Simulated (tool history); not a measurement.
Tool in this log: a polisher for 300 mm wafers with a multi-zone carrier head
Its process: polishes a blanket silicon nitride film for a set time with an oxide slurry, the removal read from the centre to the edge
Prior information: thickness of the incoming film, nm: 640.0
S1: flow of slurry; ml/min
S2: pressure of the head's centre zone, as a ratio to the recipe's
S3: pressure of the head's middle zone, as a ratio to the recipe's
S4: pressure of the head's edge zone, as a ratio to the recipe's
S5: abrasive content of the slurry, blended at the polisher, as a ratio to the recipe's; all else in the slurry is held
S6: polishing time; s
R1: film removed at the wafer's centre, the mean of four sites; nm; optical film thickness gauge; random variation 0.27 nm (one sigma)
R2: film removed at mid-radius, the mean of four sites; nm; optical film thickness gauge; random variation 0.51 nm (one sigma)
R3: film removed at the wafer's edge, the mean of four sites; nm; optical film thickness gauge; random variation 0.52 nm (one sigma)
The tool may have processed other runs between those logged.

run  hour   S1    S2    S3    S4    S5  S6      R1      R2      R3
  1   0.0  125  1.00  1.00  1.00  1.00  65  31.881  31.764  30.900
  2   8.7  135  1.02  1.01  1.01  1.00  65  33.262  32.848  31.794
  3  13.7  140  1.04  1.02  1.01  1.00  65  34.024  32.442  31.902
  4  20.0  140  1.04  1.02  1.01  1.15  65  36.187  34.534  33.524
  5  25.9  140  0.98  1.02  1.01  1.15  65  34.113  34.568  33.882
  6  26.8  140  0.98  1.02  1.01  1.15  57  29.880  30.267  30.310
  7  32.1  140  0.98  1.02  1.01  1.15  57  30.099  30.081  30.079
  8  39.2  145  1.00  1.04  1.01  1.20  57  31.234  31.143  30.630
  9  44.4  150  1.02  1.06  1.01  1.25  57  32.844  32.429  32.195

The next listed run, before its measurement:
 10  48.0  155  1.04  1.08  1.00  1.30  57   ?   ?   ?

R1: 34.443 nm
R2: 34.378 nm
R3: 31.658 nm
